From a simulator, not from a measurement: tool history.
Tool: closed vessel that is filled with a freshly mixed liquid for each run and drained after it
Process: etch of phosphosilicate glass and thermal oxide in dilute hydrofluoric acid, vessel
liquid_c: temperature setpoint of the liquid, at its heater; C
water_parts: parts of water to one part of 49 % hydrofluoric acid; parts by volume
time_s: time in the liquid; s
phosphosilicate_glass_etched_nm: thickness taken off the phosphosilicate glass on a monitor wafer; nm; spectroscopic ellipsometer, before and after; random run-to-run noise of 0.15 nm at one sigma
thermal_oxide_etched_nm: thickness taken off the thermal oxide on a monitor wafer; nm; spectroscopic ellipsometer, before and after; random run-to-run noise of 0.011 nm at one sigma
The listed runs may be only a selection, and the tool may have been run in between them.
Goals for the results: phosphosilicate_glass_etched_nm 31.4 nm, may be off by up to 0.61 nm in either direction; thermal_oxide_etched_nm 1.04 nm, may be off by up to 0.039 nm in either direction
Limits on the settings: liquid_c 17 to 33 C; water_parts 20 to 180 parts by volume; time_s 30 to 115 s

run  hour  liquid_c  water_parts  time_s  phosphosilicate_glass_etched_nm  thermal_oxide_etched_nm
  1     0        25          100      60                            94.66                   3.1309
  2   5.4      23.5          115      60                           76.075                   2.4927
  3  11.3        22          130      60                           62.106                   2.0989
  4  19.2      21.5          140      60                           56.109                   1.9009
  5  23.6        21          150      60                           50.583                   1.6934
  6    25        21          175      60                           42.299                   1.4051
  7  28.2        17          180      50                           29.321                  0.98228
  8  33.4      17.5          180      50                           29.605                  0.98643
  9    41        18          180      50                           30.328                   1.0128

Below are 4 possible settings for the next run. Only one of them brings all results inside the allowed miss of their targets. Which is it?
  A  48.6      19.5          180      45                                ?                        ?
  B  48.6        17          130      35                                ?                        ?
  C  48.6        19          180      50                                ?                        ?
  D  48.6        17          115      30                                ?                        ?

move  phosphosilicate_glass_etched_nm  thermal_oxide_etched_nm
   A                           29.173                  0.99045
   B                           29.765                   1.0105
   C                           31.779                   1.0789
   D                            29.26                  0.99339
A: the biggest miss grows against the last run
B: the biggest miss grows against the last run
C: in spec on every target
D: the biggest miss grows against the last run
C meets every target.

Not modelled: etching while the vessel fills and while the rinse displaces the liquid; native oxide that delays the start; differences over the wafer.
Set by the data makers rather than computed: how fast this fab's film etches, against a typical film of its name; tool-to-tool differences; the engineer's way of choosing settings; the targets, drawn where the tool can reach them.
